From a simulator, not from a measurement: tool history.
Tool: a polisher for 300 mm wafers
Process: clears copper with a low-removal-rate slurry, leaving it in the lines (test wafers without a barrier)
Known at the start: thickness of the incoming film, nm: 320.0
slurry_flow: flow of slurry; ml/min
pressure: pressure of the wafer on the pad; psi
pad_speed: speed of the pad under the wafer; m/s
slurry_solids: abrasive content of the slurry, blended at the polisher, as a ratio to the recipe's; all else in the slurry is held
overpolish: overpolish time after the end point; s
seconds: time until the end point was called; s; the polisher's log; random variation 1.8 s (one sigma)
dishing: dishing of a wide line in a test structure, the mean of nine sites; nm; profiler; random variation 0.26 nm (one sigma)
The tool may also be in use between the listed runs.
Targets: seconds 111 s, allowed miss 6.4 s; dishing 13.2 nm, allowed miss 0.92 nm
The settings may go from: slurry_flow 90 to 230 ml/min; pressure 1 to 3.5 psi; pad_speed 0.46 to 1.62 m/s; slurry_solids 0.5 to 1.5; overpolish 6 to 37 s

Run 1, hour 0: slurry_flow 150 ml/min, pressure 2.2 psi, pad_speed 1.04 m/s, slurry_solids 1, overpolish 19 s. Result: seconds 128.63 s, dishing 20.321 nm.
Run 2, hour 8.7: slurry_flow 150 ml/min, pressure 2.2 psi, pad_speed 1.04 m/s, slurry_solids 0.9, overpolish 19 s. Result: seconds 133.42 s, dishing 19.497 nm.
Run 3, hour 15.7: slurry_flow 150 ml/min, pressure 2.5 psi, pad_speed 1.04 m/s, slurry_solids 0.9, overpolish 19 s. Result: seconds 121.89 s, dishing 20.611 nm.
Run 4, hour 19.3: slurry_flow 150 ml/min, pressure 2.5 psi, pad_speed 1.04 m/s, slurry_solids 1.05, overpolish 19 s. Result: seconds 121.81 s, dishing 21.444 nm.
Run 5, hour 25.3: slurry_flow 150 ml/min, pressure 2.5 psi, pad_speed 0.9 m/s, slurry_solids 1.05, overpolish 19 s. Result: seconds 136.81 s, dishing 19.594 nm.
Run 6, hour 29.3: slurry_flow 150 ml/min, pressure 2.3 psi, pad_speed 0.9 m/s, slurry_solids 1.05, overpolish 19 s. Result: seconds 147.6 s, dishing 18.332 nm.
Run 7, hour 37.4: slurry_flow 170 ml/min, pressure 2.4 psi, pad_speed 0.9 m/s, slurry_solids 0.95, overpolish 16 s. Result: seconds 145.68 s, dishing 18.2 nm.
Run 8, hour 41.6: slurry_flow 130 ml/min, pressure 2.4 psi, pad_speed 1.06 m/s, slurry_solids 1.2, overpolish 7 s. Result: seconds 120.27 s, dishing 10.896 nm.
Run 9, hour 46.7: slurry_flow 135 ml/min, pressure 2.4 psi, pad_speed 1.06 m/s, slurry_solids 1.2, overpolish 7 s. Result: seconds 120.12 s, dishing 11.901 nm.
Run 10, hour 53: slurry_flow 140 ml/min, pressure 2.4 psi, pad_speed 1.06 m/s, slurry_solids 1.2, overpolish 7 s. Result: seconds 118.26 s, dishing 11.103 nm.
Run 11, hour 56.7: slurry_flow 140 ml/min, pressure 2.5 psi, pad_speed 1.06 m/s, slurry_solids 1.2, overpolish 7 s. Result: seconds 115.3 s, dishing 11.906 nm.
Run 12, hour 58.1: slurry_flow 145 ml/min, pressure 2.5 psi, pad_speed 1.06 m/s, slurry_solids 1.2, overpolish 7 s. Result: seconds 116.92 s, dishing 11.725 nm.
Run 13, hour 59: slurry_flow 145 ml/min, pressure 2.6 psi, pad_speed 1.06 m/s, slurry_solids 1.2, overpolish 11 s. Result: seconds 113.24 s, dishing 16.479 nm.
Run 14, hour 59.7: slurry_flow 140 ml/min, pressure 2.6 psi, pad_speed 1.06 m/s, slurry_solids 1.2, overpolish 11 s. Result: seconds 108.28 s, dishing 16.312 nm.
Run 15, hour 65.8: slurry_flow 135 ml/min, pressure 2.6 psi, pad_speed 1.06 m/s, slurry_solids 1.2, overpolish 11 s. Result: seconds 111.37 s, dishing 16.231 nm.
Run 16, hour 71.1: slurry_flow 135 ml/min, pressure 2.6 psi, pad_speed 1.08 m/s, slurry_solids 1.2, overpolish 10 s. Result: seconds 110.79 s, dishing 15.9 nm.
Run 17, hour 78.2: slurry_flow 135 ml/min, pressure 2.5 psi, pad_speed 1.1 m/s, slurry_solids 1.2, overpolish 9 s. Result: seconds 107.71 s, dishing 14.425 nm.

Which of these 4 next moves meets every target?
Run A, hour 85.3: slurry_flow 165 ml/min, pressure 1.7 psi, pad_speed 1.32 m/s, slurry_solids 0.95, overpolish 12 s. Result: seconds ?, dishing ?.
Run B, hour 85.3: slurry_flow 125 ml/min, pressure 2.5 psi, pad_speed 1.1 m/s, slurry_solids 1.25, overpolish 10 s. Result: seconds ?, dishing ?.
Run C, hour 85.3: slurry_flow 155 ml/min, pressure 2.8 psi, pad_speed 1.14 m/s, slurry_solids 1.1, overpolish 7 s. Result: seconds ?, dishing ?.
Run D, hour 85.3: slurry_flow 120 ml/min, pressure 2 psi, pad_speed 1.3 m/s, slurry_solids 1.2, overpolish 8 s. Result: seconds ?, dishing ?.

move  seconds  dishing
   A   127.23   15.442
   B   113.37       15
   C   100.87   12.757
   D   114.45   12.708
A: further off than the last run
B: further off than the last run
C: brings the result that was furthest off to its target, and leaves another outside
D: meets every target
Move D is the one to make.

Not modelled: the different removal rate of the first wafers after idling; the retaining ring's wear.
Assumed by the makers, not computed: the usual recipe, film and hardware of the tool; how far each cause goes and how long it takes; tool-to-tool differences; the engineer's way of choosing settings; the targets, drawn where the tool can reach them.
